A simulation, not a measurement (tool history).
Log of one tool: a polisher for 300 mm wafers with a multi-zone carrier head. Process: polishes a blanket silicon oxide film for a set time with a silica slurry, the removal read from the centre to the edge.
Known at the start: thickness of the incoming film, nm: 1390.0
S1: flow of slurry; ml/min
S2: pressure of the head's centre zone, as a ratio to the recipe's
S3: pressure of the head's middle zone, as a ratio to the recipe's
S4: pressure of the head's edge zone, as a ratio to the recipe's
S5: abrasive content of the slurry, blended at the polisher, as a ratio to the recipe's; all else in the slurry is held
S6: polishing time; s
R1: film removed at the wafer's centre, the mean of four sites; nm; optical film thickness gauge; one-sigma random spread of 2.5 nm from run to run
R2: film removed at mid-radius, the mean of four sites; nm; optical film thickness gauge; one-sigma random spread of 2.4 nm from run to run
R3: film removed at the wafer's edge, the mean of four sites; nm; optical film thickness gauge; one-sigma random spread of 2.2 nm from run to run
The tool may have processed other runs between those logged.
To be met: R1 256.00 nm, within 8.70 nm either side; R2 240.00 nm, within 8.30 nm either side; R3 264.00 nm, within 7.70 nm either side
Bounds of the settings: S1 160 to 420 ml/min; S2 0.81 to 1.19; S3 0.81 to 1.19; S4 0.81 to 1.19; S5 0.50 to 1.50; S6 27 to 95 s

Run 1, day 0.000: S1 270 ml/min, S2 1.00, S3 1.00, S4 1.00, S5 1.00, S6 61 s. Result: R1 184.36 nm, R2 184.23 nm, R3 187.26 nm.
Run 2, day 0.338: S1 270 ml/min, S2 1.01, S3 1.00, S4 1.02, S5 1.05, S6 61 s. Result: R1 192.53 nm, R2 187.14 nm, R3 188.41 nm.
Run 3, day 0.488: S1 270 ml/min, S2 1.01, S3 0.93, S4 1.02, S5 1.05, S6 61 s. Result: R1 194.08 nm, R2 173.22 nm, R3 190.32 nm.
Run 4, day 0.800: S1 270 ml/min, S2 1.01, S3 0.93, S4 0.95, S5 1.05, S6 61 s. Result: R1 189.31 nm, R2 172.77 nm, R3 182.21 nm.
Run 5, day 1.092: S1 270 ml/min, S2 1.01, S3 0.93, S4 0.95, S5 1.05, S6 55 s. Result: R1 168.65 nm, R2 158.43 nm, R3 165.82 nm.
Run 6, day 1.125: S1 270 ml/min, S2 1.01, S3 0.93, S4 0.95, S5 0.90, S6 55 s. Result: R1 160.57 nm, R2 147.39 nm, R3 156.36 nm.
Run 7, day 1.279: S1 270 ml/min, S2 1.01, S3 0.93, S4 0.97, S5 1.00, S6 56 s. Result: R1 170.27 nm, R2 155.15 nm, R3 166.96 nm.
Run 8, day 1.458: S1 285 ml/min, S2 1.03, S3 1.02, S4 1.07, S5 1.25, S6 69 s. Result: R1 231.16 nm, R2 227.63 nm, R3 232.51 nm.
Run 9, day 1.592: S1 285 ml/min, S2 1.03, S3 1.02, S4 1.08, S5 1.30, S6 69 s. Result: R1 244.92 nm, R2 231.99 nm, R3 240.09 nm.

Next run, 4 choices. One meets every target within its allowed miss, the rest don't. Which?
Run A, day 1.725: S1 250 ml/min, S2 0.92, S3 0.91, S4 1.19, S5 1.25, S6 77 s. Result: R1 ?, R2 ?, R3 ?.
Run B, day 1.725: S1 295 ml/min, S2 1.01, S3 0.97, S4 1.11, S5 1.30, S6 74 s. Result: R1 ?, R2 ?, R3 ?.
Run C, day 1.725: S1 350 ml/min, S2 1.18, S3 1.08, S4 0.93, S5 1.40, S6 63 s. Result: R1 ?, R2 ?, R3 ?.
Run D, day 1.725: S1 355 ml/min, S2 1.14, S3 1.07, S4 1.05, S5 1.30, S6 66 s. Result: R1 ?, R2 ?, R3 ?.

move      R1      R2      R3
   A  233.62  225.45  275.80
   B  252.63  236.34  263.69
   C  258.39  229.93  215.20
   D  255.97  233.05  232.01
A: carries the result that was furthest off beyond its target, to the other side
B: in spec on every target
C: the biggest miss grows against the last run
D: the biggest miss grows against the last run
Answer: B
